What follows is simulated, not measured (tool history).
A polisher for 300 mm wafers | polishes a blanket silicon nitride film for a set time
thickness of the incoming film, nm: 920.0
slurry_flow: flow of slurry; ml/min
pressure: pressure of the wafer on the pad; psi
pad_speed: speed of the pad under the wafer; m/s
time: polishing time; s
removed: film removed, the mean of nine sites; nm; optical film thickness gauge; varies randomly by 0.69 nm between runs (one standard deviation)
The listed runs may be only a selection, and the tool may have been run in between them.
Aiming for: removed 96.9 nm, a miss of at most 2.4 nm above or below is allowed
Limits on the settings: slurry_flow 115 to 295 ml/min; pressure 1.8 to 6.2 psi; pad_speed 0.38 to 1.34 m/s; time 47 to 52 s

| run | hour | slurry_flow | pressure | pad_speed | time | removed |
|---|---|---|---|---|---|---|
| 1 | 0 | 190 | 4 | 0.86 | 52 | 79.153 |
| 2 | 4.7 | 195 | 4.1 | 0.86 | 52 | 81.358 |
| 3 | 9.9 | 195 | 4.1 | 0.86 | 52 | 83.127 |
| 4 | 18.9 | 195 | 3.2 | 0.86 | 52 | 68.517 |
|  | 20 | worn pad replaced by a new one |
| 5 | 20 | 205 | 3.4 | 0.86 | 52 | 78.092 |
| 6 | 20.9 | 205 | 3.4 | 0.7 | 52 | 65.292 |
| 7 | 24.7 | 220 | 3.5 | 0.7 | 52 | 67.317 |
| 8 | 32.9 | 220 | 3.5 | 0.7 | 52 | 68.471 |
| 9 | 40.1 | 230 | 3.7 | 0.7 | 52 | 70.763 |

Of the 5 settings listed for the next run, only one would bring every result within its allowed miss of target. Which one?
| A | 47.3 | 245 | 3 | 0.5 | 48 | ? |
| B | 47.3 | 220 | 3.5 | 0.84 | 52 | ? |
| C | 47.3 | 245 | 4.3 | 0.92 | 51 | ? |
| D | 47.3 | 200 | 2.7 | 0.66 | 47 | ? |
| E | 47.3 | 245 | 4.9 | 0.92 | 48 | ? |

| move | removed |
|---|---|
| A | 43.603 |
| B | 78.94 |
| C | 98.624 |
| D | 48.257 |
| E | 102.89 |
A: further off than the last run
B: closes in on the targets versus the last run, not all within tolerance yet
C: meets every target
D: further off than the last run
E: the result that was furthest off in the last run now lies on the other side of its target
Correct choice: C, which meets every target
